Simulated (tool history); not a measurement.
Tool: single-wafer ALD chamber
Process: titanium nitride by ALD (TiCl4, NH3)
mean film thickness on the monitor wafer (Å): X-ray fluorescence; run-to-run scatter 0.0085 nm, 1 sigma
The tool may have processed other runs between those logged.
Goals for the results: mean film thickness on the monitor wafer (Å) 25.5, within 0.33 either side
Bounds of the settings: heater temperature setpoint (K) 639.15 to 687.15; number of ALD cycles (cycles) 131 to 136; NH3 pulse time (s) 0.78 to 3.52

run	hour	heater temperature setpoint (K)	number of ALD cycles (cycles)	NH3 pulse time (s)	mean film thickness on the monitor wafer (Å)
1	0	663.15	131	2.15	28.015
2	7.7	663.15	131	2.15	28.209
3	12.7	658.15	131	1.86	27.806
4	20.4	658.15	131	1.62	27.539
5	27	654.15	131	1.44	26.889
6	28.5	654.15	136	1.44	28.024
7	29.2	651.15	135	1.3	27.313
8	37.5	649.15	134	1.26	26.83
9	42.2	647.15	133	1.26	26.283
10	43.1	646.15	133	1.26	26.273
11	49.8	645.15	133	1.26	26.299
12	50.4	644.15	133	1.26	26.103

Exactly one of the 4 candidate moves below puts every result within its allowed miss. Which one?
A	51	654.15	136	0.82	?
B	51	640.15	135	1.26	?
C	51	639.15	133	1.85	?
D	51	646.15	136	1.2	?

move	mean film thickness on the monitor wafer (Å)
A	25.517
B	26.297
C	27.184
D	26.815
A: every result lands within tolerance
B: the biggest miss grows against the last run
C: the biggest miss grows against the last run
D: the biggest miss grows against the last run
Correct choice: A, which meets every target

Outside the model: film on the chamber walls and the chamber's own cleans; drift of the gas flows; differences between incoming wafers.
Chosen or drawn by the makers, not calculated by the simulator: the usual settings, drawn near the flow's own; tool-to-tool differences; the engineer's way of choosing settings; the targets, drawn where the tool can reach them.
